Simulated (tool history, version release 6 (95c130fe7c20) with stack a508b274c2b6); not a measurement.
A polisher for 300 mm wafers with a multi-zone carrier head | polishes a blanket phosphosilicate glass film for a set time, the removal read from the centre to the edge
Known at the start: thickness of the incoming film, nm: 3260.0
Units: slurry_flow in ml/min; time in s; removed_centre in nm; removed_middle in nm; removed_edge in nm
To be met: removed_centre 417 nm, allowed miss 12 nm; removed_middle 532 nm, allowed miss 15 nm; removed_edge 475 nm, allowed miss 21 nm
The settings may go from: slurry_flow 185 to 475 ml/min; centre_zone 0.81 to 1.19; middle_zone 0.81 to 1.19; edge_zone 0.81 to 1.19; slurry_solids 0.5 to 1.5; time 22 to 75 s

| run | hour | slurry_flow | centre_zone | middle_zone | edge_zone | slurry_solids | time | removed_centre | removed_middle | removed_edge |
|---|---|---|---|---|---|---|---|---|---|---|
| 1 | 0 | 305 | 1 | 1 | 1 | 1 | 48 | 337 | 345.24 | 340.87 |
| 2 | 5.6 | 310 | 0.99 | 1.04 | 1.03 | 1.15 | 48 | 353.68 | 376.72 | 361.43 |
| 3 | 9.1 | 340 | 0.99 | 1.04 | 1.03 | 1.15 | 48 | 357.94 | 377.05 | 369.66 |
| 4 | 10.1 | 340 | 0.99 | 1.07 | 1.03 | 1.15 | 48 | 359.37 | 386.89 | 362.25 |
|  | 10.7 | slurry nozzle cleaned |
| 5 | 10.7 | 340 | 0.99 | 1.03 | 1.03 | 1.15 | 48 | 372.25 | 386.28 | 381.48 |
| 6 | 14.5 | 340 | 0.99 | 1.03 | 1.03 | 1.25 | 48 | 385.09 | 410.01 | 396.76 |
| 7 | 19.7 | 355 | 0.96 | 1.05 | 1.03 | 1.3 | 49 | 378.16 | 427.32 | 408.6 |
| 8 | 22.5 | 365 | 0.95 | 1.07 | 1.04 | 1.35 | 50 | 397.75 | 441.5 | 419.34 |

5 next moves are on the table. One of them brings every result within its allowed miss. Which?
| A | 25.3 | 385 | 0.93 | 0.81 | 1.15 | 1.35 | 55 | ? | ? | ? |
| B | 25.3 | 300 | 0.87 | 1.13 | 0.97 | 1.45 | 58 | ? | ? | ? |
| C | 25.3 | 370 | 0.93 | 1.02 | 1.07 | 1.2 | 49 | ? | ? | ? |
| D | 25.3 | 310 | 1.01 | 0.96 | 1.04 | 1.3 | 52 | ? | ? | ? |
| E | 25.3 | 345 | 0.83 | 1.1 | 1.08 | 1.35 | 56 | ? | ? | ? |

| move | removed_centre | removed_middle | removed_edge |
|---|---|---|---|
| A | 431.04 | 404.06 | 487.76 |
| B | 424.68 | 536.48 | 478.96 |
| C | 368.43 | 403.64 | 402.87 |
| D | 428.38 | 414.68 | 428.63 |
| E | 387.93 | 503.37 | 478.03 |
A: further off than the last run
B: meets every target
C: further off than the last run
D: further off than the last run
E: nearer than the last run, and not there yet
Move B is the one to make.

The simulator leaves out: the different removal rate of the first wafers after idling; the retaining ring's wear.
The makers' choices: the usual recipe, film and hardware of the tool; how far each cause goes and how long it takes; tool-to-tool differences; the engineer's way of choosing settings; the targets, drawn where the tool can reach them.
